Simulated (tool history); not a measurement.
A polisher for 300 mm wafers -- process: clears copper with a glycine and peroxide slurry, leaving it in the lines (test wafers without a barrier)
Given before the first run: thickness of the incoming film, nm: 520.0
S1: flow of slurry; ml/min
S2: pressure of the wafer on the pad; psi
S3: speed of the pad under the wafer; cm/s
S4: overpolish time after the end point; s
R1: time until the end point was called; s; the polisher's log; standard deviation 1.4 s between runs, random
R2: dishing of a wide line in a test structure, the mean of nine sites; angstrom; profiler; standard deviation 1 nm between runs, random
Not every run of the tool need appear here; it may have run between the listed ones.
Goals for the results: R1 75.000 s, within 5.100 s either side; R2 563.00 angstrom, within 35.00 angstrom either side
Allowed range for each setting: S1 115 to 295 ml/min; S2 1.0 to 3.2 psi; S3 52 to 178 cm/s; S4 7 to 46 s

run  hour   S1   S2   S3  S4       R1      R2
  1   0.0  190  2.1  114  24  107.650  718.52
  2   7.2  190  1.8  114  24  121.420  664.09
  3  11.1  190  1.8  114  27  124.130  692.66
  4  12.7  190  1.8  114  21  125.240  600.70
  5  15.6  190  2.3  114  21  100.910  672.32
  6  18.0  210  2.3  114  21  100.430  678.39
  7  19.0  210  2.9  126  10   80.328  471.41
  8  27.0  210  2.9  126  11   74.579  531.46

Pick the move, out of 5, that brings all results within their allowed miss; only one does.
  A  35.0  220  2.9  136   9   ?   ?
  B  35.0  190  3.0  118  11   ?   ?
  C  35.0  225  2.7  138  10   ?   ?
  D  35.0  175  2.2  178  13   ?   ?
  E  35.0  175  3.0  126  14   ?   ?

move      R1      R2
   A  71.675  455.56
   B  78.803  500.15
   C  75.116  477.49
   D  76.526  574.62
   E  76.158  626.23
A: misses by more than the last run did
B: misses by more than the last run did
C: misses by more than the last run did
D: every result lands within tolerance
E: takes the biggest miss from the last run beyond its target
Move D is the one to make.
